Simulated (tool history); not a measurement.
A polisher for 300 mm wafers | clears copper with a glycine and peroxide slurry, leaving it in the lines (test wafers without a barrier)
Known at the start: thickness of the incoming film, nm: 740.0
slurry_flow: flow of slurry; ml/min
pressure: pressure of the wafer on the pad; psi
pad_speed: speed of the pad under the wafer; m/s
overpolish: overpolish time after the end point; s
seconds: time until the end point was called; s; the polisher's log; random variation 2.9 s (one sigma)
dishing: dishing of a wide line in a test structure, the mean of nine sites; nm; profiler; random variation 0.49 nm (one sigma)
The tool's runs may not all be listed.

run  hour  slurry_flow  pressure  pad_speed  overpolish  seconds  dishing
  1     0          185       3.2       1.08          24   88.794   106.46
  2   5.1          170       2.8          1          20   108.05    81.09
  3     9          140       2.8          1          20   115.93   78.996
  4  11.1          140       3.6          1          20   96.776   91.077
  5  12.9          140       3.6          1          25   91.709   113.15
  6  21.7          140       4.1          1          25   84.343   119.91
  7  27.9          170       3.5        0.9          21   101.86   90.094
  8  34.8          195       3.1       0.84          18   113.74   74.746

Forecast run 9:
  9  41.9          215       2.7       0.78          16        ?        ?

{"run 9": {"seconds": 131.4, "dishing": 57.615}}
